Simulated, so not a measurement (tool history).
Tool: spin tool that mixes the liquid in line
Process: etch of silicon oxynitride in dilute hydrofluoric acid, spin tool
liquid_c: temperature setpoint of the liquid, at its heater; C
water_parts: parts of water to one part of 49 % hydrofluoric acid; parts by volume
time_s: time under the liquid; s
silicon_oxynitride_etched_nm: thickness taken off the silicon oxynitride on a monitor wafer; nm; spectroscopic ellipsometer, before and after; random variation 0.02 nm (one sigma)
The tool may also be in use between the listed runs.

run  hour  liquid_c  water_parts  time_s  silicon_oxynitride_etched_nm
  1     0        23          140      45                        1.4034
  2   2.2        23          140      45                        1.3953
  3     3        23          185      45                        1.0307
  4   9.9        25          185      45                        1.1353
  5  17.8      26.5          170      45                         1.318
  6  21.5      26.5          210      45                        1.0297
  7  30.1      27.5          185      45                        1.2436
  8  37.6      28.5          165      45                        1.4985
  9  46.1        29          155      45                        1.6262
 10  50.9      29.5          145      45                        1.8098

Run 11 comes next. What will it give?
 11  51.6        30          140      45                             ?

{"run 11": {"silicon_oxynitride_etched_nm": 1.9404}}
